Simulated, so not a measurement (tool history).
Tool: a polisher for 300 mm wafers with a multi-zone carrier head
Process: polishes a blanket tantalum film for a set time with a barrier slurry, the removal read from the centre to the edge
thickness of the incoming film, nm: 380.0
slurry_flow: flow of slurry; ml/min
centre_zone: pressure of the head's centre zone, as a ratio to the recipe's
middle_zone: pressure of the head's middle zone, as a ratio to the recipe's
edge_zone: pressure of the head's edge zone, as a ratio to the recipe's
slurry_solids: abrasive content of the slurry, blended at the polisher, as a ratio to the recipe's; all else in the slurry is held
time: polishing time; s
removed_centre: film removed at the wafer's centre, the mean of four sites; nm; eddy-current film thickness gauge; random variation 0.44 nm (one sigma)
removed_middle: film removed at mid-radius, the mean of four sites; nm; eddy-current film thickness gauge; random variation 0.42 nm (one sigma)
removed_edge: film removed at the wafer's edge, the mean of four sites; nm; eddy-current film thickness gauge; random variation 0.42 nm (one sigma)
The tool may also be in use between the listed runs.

run	day	slurry_flow	centre_zone	middle_zone	edge_zone	slurry_solids	time	removed_centre	removed_middle	removed_edge
1	0	185	1	1	1	1	40	54.28	49.461	47.886
2	0.154	185	1	1	1	1	44	59.2	53.832	52.346
3	0.288	185	1.06	1	1	1	44	64.015	54.688	53.085
4	0.554	180	1.04	0.98	0.98	1	44	62.228	53.571	51.705
5	0.783	180	0.97	0.98	0.98	1	44	57.29	53.227	52.061
6	0.825	180	0.97	0.98	0.91	1	44	58.155	53.176	51
7	1.2	140	0.94	0.88	0.84	0.75	43	45.644	40.442	40.46
8	1.508	150	0.94	0.88	0.85	0.75	43	45.89	39.983	40.934
# day 1.767: centre zone pressure recalibrated
9	1.767	200	0.98	0.94	0.94	0.85	43	48.054	47.13	46.263

The next listed run, before its measurement:
10	1.796	190	0.98	0.93	0.94	0.85	43	?	?	?

{"run 10": {"removed_centre": 48.819, "removed_middle": 45.983, "removed_edge": 46.03}}
